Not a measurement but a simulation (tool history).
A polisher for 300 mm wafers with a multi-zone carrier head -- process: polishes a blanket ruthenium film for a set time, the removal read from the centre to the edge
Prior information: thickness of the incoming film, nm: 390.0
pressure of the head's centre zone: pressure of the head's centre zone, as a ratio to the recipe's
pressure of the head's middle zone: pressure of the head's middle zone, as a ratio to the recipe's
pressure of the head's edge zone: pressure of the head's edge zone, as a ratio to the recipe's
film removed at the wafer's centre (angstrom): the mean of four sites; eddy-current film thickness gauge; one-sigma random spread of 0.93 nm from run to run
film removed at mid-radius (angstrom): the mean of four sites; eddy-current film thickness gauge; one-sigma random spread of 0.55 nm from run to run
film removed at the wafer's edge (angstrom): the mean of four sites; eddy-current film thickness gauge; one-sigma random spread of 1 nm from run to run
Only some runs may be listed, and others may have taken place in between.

run,hour,flow of slurry (ml/min),pressure of the head's centre zone,pressure of the head's middle zone,pressure of the head's edge zone,polishing time (s),film removed at the wafer's centre (angstrom),film removed at mid-radius (angstrom),film removed at the wafer's edge (angstrom)
1,0,205,1,1,1,54,792.62,777.58,757.51
2,5.1,205,1,1,0.92,54,795.98,772.28,747.81
3,11.7,245,1,1,0.92,54,788.5,796.16,761.07
4,17.7,245,1,0.92,0.92,54,799.35,739.94,742.05
5,22.1,245,1,0.84,0.92,54,786.27,685,752.64
6,26.7,245,1,0.84,0.92,43,655.24,549.43,602.95
7,32.2,255,1.03,0.95,0.94,46,712.41,650.88,657.73
8,39.5,300,1.13,1.05,0.92,51,881.23,798.74,728.7

Run 9 has not been measured yet. What should we expect?
9,43.3,305,1.12,1.09,0.91,51,?,?,?

Run 9 measured film removed at the wafer's centre (angstrom) 865.91, film removed at mid-radius (angstrom) 829.74, film removed at the wafer's edge (angstrom) 729.74.
